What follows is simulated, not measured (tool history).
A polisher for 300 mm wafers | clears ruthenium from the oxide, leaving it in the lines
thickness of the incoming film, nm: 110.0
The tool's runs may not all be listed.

| run | hour | flow of slurry (ml/min) | pressure of the wafer on the pad (psi) | speed of the pad under the wafer (cm/s) | overpolish time after the end point (s) | time until the end point was called (s) |
|---|---|---|---|---|---|---|
| 1 | 0.0 | 175 | 2.4 | 100 | 41 | 70.062 |
| 2 | 5.7 | 175 | 2.4 | 100 | 44 | 71.130 |
| 3 | 13.5 | 175 | 2.5 | 100 | 44 | 68.267 |
| 4 | 20.7 | 175 | 2.2 | 100 | 44 | 77.264 |
| 5 | 25.2 | 175 | 2.2 | 100 | 41 | 77.353 |
| 6 | 28.9 | 175 | 2.4 | 100 | 41 | 71.729 |

Run 7 comes next. What will it give?
| 7 | 33.8 | 175 | 2.5 | 100 | 41 | ? |

Run 7 gave time until the end point was called (s) 69.964.
